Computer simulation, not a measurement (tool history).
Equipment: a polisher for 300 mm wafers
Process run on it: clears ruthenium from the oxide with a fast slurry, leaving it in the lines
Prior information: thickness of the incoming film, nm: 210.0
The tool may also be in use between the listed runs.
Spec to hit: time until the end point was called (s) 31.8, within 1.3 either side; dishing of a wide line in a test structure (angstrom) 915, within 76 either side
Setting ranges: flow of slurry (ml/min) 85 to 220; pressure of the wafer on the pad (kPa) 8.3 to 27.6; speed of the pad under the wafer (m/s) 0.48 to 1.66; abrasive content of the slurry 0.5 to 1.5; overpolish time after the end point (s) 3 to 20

run  hour  flow of slurry (ml/min)  pressure of the wafer on the pad (kPa)  speed of the pad under the wafer (m/s)  abrasive content of the slurry  overpolish time after the end point (s)  time until the end point was called (s)  dishing of a wide line in a test structure (angstrom)
  1     0                      140                                    17.9                                    1.06                               1                                       10                                   49.019                                                 379.97
  2   2.2                      115                                    17.9                                    1.06                               1                                       10                                   49.526                                                 376.48
  3   3.4                      100                                    17.9                                    1.06                               1                                       10                                   50.601                                                  365.5
  4   6.7                      130                                    17.9                                    1.06                               1                                       10                                   47.944                                                 378.08
  5  11.8                      130                                    19.3                                    1.06                               1                                       11                                   45.683                                                 443.03
  6  13.4                      130                                    20.7                                    1.06                               1                                       12                                   43.718                                                 506.41
  7  22.2                      130                                    22.1                                    1.06                               1                                       13                                   42.262                                                 564.59
  8  25.1                      155                                    26.9                                     1.1                               1                                       16                                   33.136                                                 780.09

Of the 5 settings listed for the next run, only one would bring every result within its allowed miss of target. Which one?
  A    28                      160                                    26.9                                    1.12                            0.85                                       19                                        ?                                                      ?
  B    28                      160                                    27.6                                    1.02                            1.05                                       15                                        ?                                                      ?
  C    28                      190                                    24.1                                    1.14                            0.95                                       15                                        ?                                                      ?
  D    28                      170                                    27.6                                    1.14                            0.95                                       18                                        ?                                                      ?
  E    28                      170                                    25.5                                    1.06                            1.05                                       15                                        ?                                                      ?

move  time until the end point was called (s)  dishing of a wide line in a test structure (angstrom)
   A                                   34.722                                                 900.19
   B                                   34.433                                                  747.1
   C                                   34.713                                                 742.06
   D                                   31.797                                                 924.78
   E                                   34.932                                                 738.16
A: puts the biggest miss on target and leaves a different result outside tolerance
B: moves away from the targets compared with the last run
C: moves away from the targets compared with the last run
D: every result within its allowed miss
E: moves away from the targets compared with the last run
The right move is D.

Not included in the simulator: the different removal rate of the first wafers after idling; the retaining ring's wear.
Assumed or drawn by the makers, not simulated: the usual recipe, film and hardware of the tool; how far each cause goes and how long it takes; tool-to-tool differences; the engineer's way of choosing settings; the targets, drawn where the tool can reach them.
